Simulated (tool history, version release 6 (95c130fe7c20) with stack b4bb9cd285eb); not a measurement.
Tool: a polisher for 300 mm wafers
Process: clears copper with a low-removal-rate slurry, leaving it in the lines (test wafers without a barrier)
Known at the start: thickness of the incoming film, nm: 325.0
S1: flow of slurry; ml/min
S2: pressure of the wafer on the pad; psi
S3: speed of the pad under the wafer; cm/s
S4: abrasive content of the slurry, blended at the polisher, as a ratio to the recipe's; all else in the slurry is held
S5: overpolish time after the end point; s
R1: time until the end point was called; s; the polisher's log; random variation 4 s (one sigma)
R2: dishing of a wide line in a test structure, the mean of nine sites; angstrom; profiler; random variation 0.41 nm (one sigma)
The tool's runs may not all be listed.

run,day,S1,S2,S3,S4,S5,R1,R2
1,0.000,300,2.3,86,1.0,19,171.27,226.88
2,0.117,300,2.3,86,1.0,27,172.52,317.91
3,0.442,300,1.9,86,1.0,27,208.00,269.96
4,0.758,300,1.7,86,1.0,27,232.19,241.55
5,0.783,300,1.7,86,1.0,21,228.73,191.21
6,0.888,300,1.2,86,1.0,21,317.35,138.60

Run 7 comes next. What will it give?
7,1.212,300,1.3,86,1.0,23,?,?

{"run 7": {"R1": 294.82, "R2": 166.24}}
